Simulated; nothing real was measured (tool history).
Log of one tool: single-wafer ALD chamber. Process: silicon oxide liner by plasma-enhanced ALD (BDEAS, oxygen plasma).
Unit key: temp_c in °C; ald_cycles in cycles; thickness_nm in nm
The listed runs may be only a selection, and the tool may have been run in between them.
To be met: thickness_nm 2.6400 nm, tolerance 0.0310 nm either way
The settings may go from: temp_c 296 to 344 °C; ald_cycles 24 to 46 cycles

run,hour,temp_c,ald_cycles,thickness_nm
1,0.0,320,35,3.2468
2,8.8,322,34,3.1537
3,9.9,322,30,2.7763
4,17.0,323,30,2.7733
5,23.5,323,35,3.2252
6,31.6,330,35,3.2004
7,33.7,331,34,3.1091
8,38.4,332,33,3.0117
9,40.0,332,32,2.9224
10,44.2,332,31,2.8250
11,52.6,333,31,2.8381
12,58.3,333,30,2.7363
13,66.2,334,30,2.7218

Of the 4 settings listed for the next run, only one would bring every result within its allowed miss of target. Which one?
A,74.1,336,31,?
B,74.1,330,31,?
C,74.1,335,30,?
D,74.1,337,29,?

move,thickness_nm
A,2.8198
B,2.8417
C,2.7324
D,2.6345
A: the biggest miss grows against the last run
B: the biggest miss grows against the last run
C: the biggest miss grows against the last run
D: all results in spec
D meets every target.
